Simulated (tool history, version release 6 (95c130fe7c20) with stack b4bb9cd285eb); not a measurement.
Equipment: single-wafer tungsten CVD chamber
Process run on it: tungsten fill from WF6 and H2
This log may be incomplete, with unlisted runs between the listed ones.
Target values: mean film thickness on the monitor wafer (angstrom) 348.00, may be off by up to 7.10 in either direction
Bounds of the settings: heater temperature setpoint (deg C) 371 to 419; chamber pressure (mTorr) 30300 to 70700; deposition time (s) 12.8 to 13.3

| run | day | heater temperature setpoint (deg C) | chamber pressure (mTorr) | deposition time (s) | mean film thickness on the monitor wafer (angstrom) |
|---|---|---|---|---|---|
| 1 | 0.000 | 395 | 50500 | 12.8 | 482.65 |
| 2 | 0.321 | 406 | 50500 | 12.8 | 575.73 |
| 3 | 0.658 | 397 | 50000 | 12.8 | 495.95 |
| 4 | 1.000 | 391 | 49700 | 12.8 | 451.22 |
| 5 | 1.308 | 391 | 49700 | 13.3 | 468.77 |
| 6 | 1.333 | 401 | 49700 | 13.3 | 552.92 |
|  | 1.533 | thermocouple changed; heater temperature recalibrated |
| 7 | 1.533 | 401 | 49700 | 13.3 | 514.03 |
| 8 | 1.762 | 393 | 49000 | 13.3 | 443.69 |
| 9 | 1.925 | 389 | 48900 | 13.3 | 416.35 |
| 10 | 2.158 | 386 | 48800 | 13.3 | 393.90 |

Which one of the following 5 next-run settings gets every result inside its allowed miss? There is exactly one.
| A | 2.392 | 378 | 47300 | 13.1 | ? |
| B | 2.392 | 382 | 53900 | 12.8 | ? |
| C | 2.392 | 385 | 40200 | 13.3 | ? |
| D | 2.392 | 376 | 51900 | 13.1 | ? |
| E | 2.392 | 383 | 44500 | 12.8 | ? |

| move | mean film thickness on the monitor wafer (angstrom) |
|---|---|
| A | 331.33 |
| B | 362.68 |
| C | 362.39 |
| D | 329.11 |
| E | 347.26 |
A: pushes the last run's worst result past its target
B: gains on the last run, yet a result remains outside its allowed miss
C: gains on the last run, yet a result remains outside its allowed miss
D: pushes the last run's worst result past its target
E: each result inside its tolerance
Correct choice: E, which meets every target
